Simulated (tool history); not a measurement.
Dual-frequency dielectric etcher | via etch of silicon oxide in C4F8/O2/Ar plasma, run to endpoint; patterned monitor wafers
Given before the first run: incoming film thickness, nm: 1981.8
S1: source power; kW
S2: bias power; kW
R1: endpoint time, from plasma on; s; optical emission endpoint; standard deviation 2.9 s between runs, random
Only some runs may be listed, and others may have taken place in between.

run	hour	S1	S2	R1
1	0.0	1.620	1.997	476.31
2	1.9	1.500	1.997	494.06
3	10.8	1.500	2.153	480.35
4	13.0	1.340	1.952	518.47
5	21.2	1.230	1.814	553.73
6	23.1	1.230	2.172	514.18
7	28.4	1.150	1.998	541.76
8	33.1	1.100	1.870	569.62
9	34.9	1.060	1.812	582.87
10	35.6	1.040	1.770	590.24

Run 11 is up next; what results do you expect?
11	44.1	1.020	1.737	?

Run 11 gave R1 600.56 s.

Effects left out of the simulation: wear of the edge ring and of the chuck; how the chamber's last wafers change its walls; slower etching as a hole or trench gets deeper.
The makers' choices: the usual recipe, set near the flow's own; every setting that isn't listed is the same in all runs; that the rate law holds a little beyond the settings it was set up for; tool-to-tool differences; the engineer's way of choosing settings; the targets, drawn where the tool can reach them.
